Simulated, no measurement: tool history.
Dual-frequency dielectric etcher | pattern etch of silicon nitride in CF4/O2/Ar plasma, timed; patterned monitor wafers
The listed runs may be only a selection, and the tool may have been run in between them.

run	day	source power (kW)	bias power (kW)	Ar flow (sccm)	CF4 flow (sccm)	etch time (s)	mean etch depth across the wafer (nm)
1	0	0.53	0.067	94	120	364	796.69
2	0.042	0.55	0.067	94	120	364	824.51
3	0.338	0.55	0.067	94	120	364	819.53
4	0.367	0.55	0.067	94	109	364	809.13
5	0.529	0.55	0.067	94	109	336	752.75
6	0.783	0.5	0.067	94	109	336	696.95
7	0.946	0.54	0.067	94	109	336	739.26

The next listed run, before its measurement:
8	0.979	0.57	0.067	94	109	336	?

{"run 8": {"mean etch depth across the wafer (nm)": 765.9}}

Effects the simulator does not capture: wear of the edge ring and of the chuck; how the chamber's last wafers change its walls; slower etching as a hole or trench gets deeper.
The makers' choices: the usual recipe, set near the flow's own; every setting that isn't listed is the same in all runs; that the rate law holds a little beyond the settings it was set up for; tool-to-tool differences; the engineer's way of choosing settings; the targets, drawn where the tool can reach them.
